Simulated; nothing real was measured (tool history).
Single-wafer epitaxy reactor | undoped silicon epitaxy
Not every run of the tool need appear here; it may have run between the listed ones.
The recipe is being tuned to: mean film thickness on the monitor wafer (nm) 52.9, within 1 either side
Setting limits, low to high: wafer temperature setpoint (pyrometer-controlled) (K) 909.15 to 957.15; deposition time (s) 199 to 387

run	day	wafer temperature setpoint (pyrometer-controlled) (K)	deposition time (s)	mean film thickness on the monitor wafer (nm)
1	0	933.15	293	61.136
2	0.192	933.15	328	68.535
3	0.488	933.15	358	74.101
4	0.562	933.15	375	77.596
5	0.85	929.15	374	71.092
6	1.112	922.15	374	60.931
7	1.396	920.15	374	58.76
8	1.462	919.15	374	56.994
9	1.542	918.15	374	55.618

Consider the 4 candidate settings below. Which is the only one whose results all fall within their allowed miss of target?
A	1.621	915.15	382	?
B	1.621	924.15	319	?
C	1.621	918.15	366	?
D	1.621	922.15	357	?

move	mean film thickness on the monitor wafer (nm)
A	53.743
B	54.861
C	55.081
D	58.737
A: all results land within tolerance of their targets
B: nearer the targets than the last run, but a result is still out of spec
C: nearer the targets than the last run, but a result is still out of spec
D: further off than the last run
A is the move that brings every result within its allowed miss.
